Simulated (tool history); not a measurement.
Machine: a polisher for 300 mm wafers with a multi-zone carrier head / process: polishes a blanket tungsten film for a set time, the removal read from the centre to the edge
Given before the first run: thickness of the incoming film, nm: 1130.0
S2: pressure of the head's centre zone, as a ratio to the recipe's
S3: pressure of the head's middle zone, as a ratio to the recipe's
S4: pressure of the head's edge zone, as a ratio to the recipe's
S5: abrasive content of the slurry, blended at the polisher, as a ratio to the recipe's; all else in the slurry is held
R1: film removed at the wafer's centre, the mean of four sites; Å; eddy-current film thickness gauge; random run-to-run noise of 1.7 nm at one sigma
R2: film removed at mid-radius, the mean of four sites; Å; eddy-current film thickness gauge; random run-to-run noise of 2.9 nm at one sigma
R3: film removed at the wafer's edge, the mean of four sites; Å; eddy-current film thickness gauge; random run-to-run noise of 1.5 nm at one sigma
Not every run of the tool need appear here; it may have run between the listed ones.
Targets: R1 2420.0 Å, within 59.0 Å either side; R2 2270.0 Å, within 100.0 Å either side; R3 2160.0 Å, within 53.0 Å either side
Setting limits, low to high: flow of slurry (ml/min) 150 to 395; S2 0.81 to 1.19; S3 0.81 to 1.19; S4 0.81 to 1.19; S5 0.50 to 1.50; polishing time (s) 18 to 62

{"run": 1, "hour": 0.0, "flow of slurry (ml/min)": 250, "S2": 1.0, "S3": 1.0, "S4": 1.0, "S5": 1.0, "polishing time (s)": 40, "R1": 1684.6, "R2": 1660.8, "R3": 1698.8}
{"run": 2, "hour": 5.6, "flow of slurry (ml/min)": 250, "S2": 1.0, "S3": 0.93, "S4": 1.0, "S5": 1.0, "polishing time (s)": 40, "R1": 1708.9, "R2": 1593.0, "R3": 1700.6}
{"run": 3, "hour": 6.3, "flow of slurry (ml/min)": 250, "S2": 1.0, "S3": 0.93, "S4": 1.08, "S5": 1.0, "polishing time (s)": 40, "R1": 1692.9, "R2": 1599.5, "R3": 1780.8}
{"run": 4, "hour": 13.6, "flow of slurry (ml/min)": 250, "S2": 1.0, "S3": 0.93, "S4": 1.08, "S5": 0.85, "polishing time (s)": 40, "R1": 1630.8, "R2": 1526.1, "R3": 1712.1}
{"run": 5, "hour": 21.9, "flow of slurry (ml/min)": 250, "S2": 1.0, "S3": 0.93, "S4": 1.08, "S5": 1.0, "polishing time (s)": 40, "R1": 1673.1, "R2": 1555.0, "R3": 1754.3}
{"hour": 24.9, "done": "worn pad replaced by a new one"}
{"run": 6, "hour": 24.9, "flow of slurry (ml/min)": 220, "S2": 1.0, "S3": 0.93, "S4": 1.08, "S5": 1.0, "polishing time (s)": 40, "R1": 1770.8, "R2": 1674.6, "R3": 1859.4}
{"run": 7, "hour": 27.3, "flow of slurry (ml/min)": 220, "S2": 1.0, "S3": 0.93, "S4": 1.08, "S5": 1.0, "polishing time (s)": 40, "R1": 1771.4, "R2": 1686.3, "R3": 1875.9}
{"run": 8, "hour": 35.5, "flow of slurry (ml/min)": 210, "S2": 1.03, "S3": 0.96, "S4": 1.07, "S5": 1.05, "polishing time (s)": 40, "R1": 1837.2, "R2": 1718.6, "R3": 1834.0}
{"run": 9, "hour": 36.9, "flow of slurry (ml/min)": 200, "S2": 1.04, "S3": 0.98, "S4": 1.08, "S5": 1.1, "polishing time (s)": 40, "R1": 1856.9, "R2": 1793.2, "R3": 1873.5}

Pick the move, out of 4, that brings all results within their allowed miss; only one does.
{"run": "A", "hour": 38.3, "flow of slurry (ml/min)": 210, "S2": 1.14, "S3": 1.09, "S4": 1.03, "S5": 1.15, "polishing time (s)": 47, "R1": "?", "R2": "?", "R3": "?"}
{"run": "B", "hour": 38.3, "flow of slurry (ml/min)": 150, "S2": 1.19, "S3": 1.03, "S4": 0.92, "S5": 1.35, "polishing time (s)": 48, "R1": "?", "R2": "?", "R3": "?"}
{"run": "C", "hour": 38.3, "flow of slurry (ml/min)": 180, "S2": 0.83, "S3": 0.85, "S4": 1.19, "S5": 0.85, "polishing time (s)": 37, "R1": "?", "R2": "?", "R3": "?"}
{"run": "D", "hour": 38.3, "flow of slurry (ml/min)": 165, "S2": 1.11, "S3": 0.97, "S4": 1.05, "S5": 1.2, "polishing time (s)": 49, "R1": "?", "R2": "?", "R3": "?"}

move=A R1=2405.8 R2=2302.9 R3=2180.6
move=B R1=2459.2 R2=2167.1 R3=2079.1
move=C R1=1260.1 R2=1356.8 R3=1718.2
move=D R1=2341.5 R2=2099.1 R3=2244.7
A: every result within its allowed miss
B: brings the result that was furthest off to its target, and leaves another outside
C: further off than the last run
D: closer than the last run, but not yet in spec
Correct choice: A, which meets every target
